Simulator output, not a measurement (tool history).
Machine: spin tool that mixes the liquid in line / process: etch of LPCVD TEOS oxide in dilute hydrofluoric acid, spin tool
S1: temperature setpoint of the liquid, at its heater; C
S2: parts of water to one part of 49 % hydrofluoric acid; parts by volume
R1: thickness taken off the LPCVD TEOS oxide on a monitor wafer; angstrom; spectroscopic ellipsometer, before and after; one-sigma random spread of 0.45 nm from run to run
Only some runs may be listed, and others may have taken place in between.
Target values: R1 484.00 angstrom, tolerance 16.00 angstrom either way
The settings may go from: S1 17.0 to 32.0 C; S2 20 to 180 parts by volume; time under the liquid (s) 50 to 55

Run 1, hour 0.0: S1 24.0 C, S2 100 parts by volume, time under the liquid (s) 50. Result: R1 254.43 angstrom.
Run 2, hour 3.8: S1 26.5 C, S2 90 parts by volume, time under the liquid (s) 50. Result: R1 307.48 angstrom.
Run 3, hour 11.1: S1 26.5 C, S2 70 parts by volume, time under the liquid (s) 50. Result: R1 405.48 angstrom.
Run 4, hour 12.2: S1 28.0 C, S2 70 parts by volume, time under the liquid (s) 50. Result: R1 441.38 angstrom.
Run 5, hour 17.8: S1 28.0 C, S2 95 parts by volume, time under the liquid (s) 50. Result: R1 313.57 angstrom.
Run 6, hour 22.5: S1 29.0 C, S2 90 parts by volume, time under the liquid (s) 50. Result: R1 341.89 angstrom.
Run 7, hour 27.5: S1 30.0 C, S2 85 parts by volume, time under the liquid (s) 50. Result: R1 381.75 angstrom.
Run 8, hour 33.6: S1 30.5 C, S2 80 parts by volume, time under the liquid (s) 50. Result: R1 415.89 angstrom.
Run 9, hour 42.2: S1 32.0 C, S2 70 parts by volume, time under the liquid (s) 50. Result: R1 518.41 angstrom.
Run 10, hour 50.4: S1 31.5 C, S2 70 parts by volume, time under the liquid (s) 50. Result: R1 504.73 angstrom.

Which of these 4 next moves meets every target?
Run A, hour 58.6: S1 30.5 C, S2 70 parts by volume, time under the liquid (s) 50. Result: R1 ?.
Run B, hour 58.6: S1 30.5 C, S2 75 parts by volume, time under the liquid (s) 50. Result: R1 ?.
Run C, hour 58.6: S1 32.0 C, S2 80 parts by volume, time under the liquid (s) 50. Result: R1 ?.
Run D, hour 58.6: S1 31.0 C, S2 75 parts by volume, time under the liquid (s) 50. Result: R1 ?.

move      R1
   A  484.42
   B  448.76
   C  441.92
   D  457.38
A: all results land within tolerance of their targets
B: carries the result that was furthest off beyond its target, to the other side
C: carries the result that was furthest off beyond its target, to the other side
D: carries the result that was furthest off beyond its target, to the other side
Correct choice: A, which meets every target
